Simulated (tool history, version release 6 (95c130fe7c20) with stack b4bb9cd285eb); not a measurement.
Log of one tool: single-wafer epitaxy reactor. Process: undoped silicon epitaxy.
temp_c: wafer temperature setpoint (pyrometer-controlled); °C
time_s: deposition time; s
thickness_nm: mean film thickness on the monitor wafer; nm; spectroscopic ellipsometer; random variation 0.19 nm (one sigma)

run,hour,temp_c,time_s,thickness_nm
1,0.0,665,285,68.490
2,7.3,670,285,75.959
3,14.9,670,307,81.123
4,23.4,670,290,77.683
5,26.7,666,289,71.239
6,34.1,662,288,65.820

The next listed run, before its measurement:
7,37.5,659,287,?

{"run 7": {"thickness_nm": 61.909}}

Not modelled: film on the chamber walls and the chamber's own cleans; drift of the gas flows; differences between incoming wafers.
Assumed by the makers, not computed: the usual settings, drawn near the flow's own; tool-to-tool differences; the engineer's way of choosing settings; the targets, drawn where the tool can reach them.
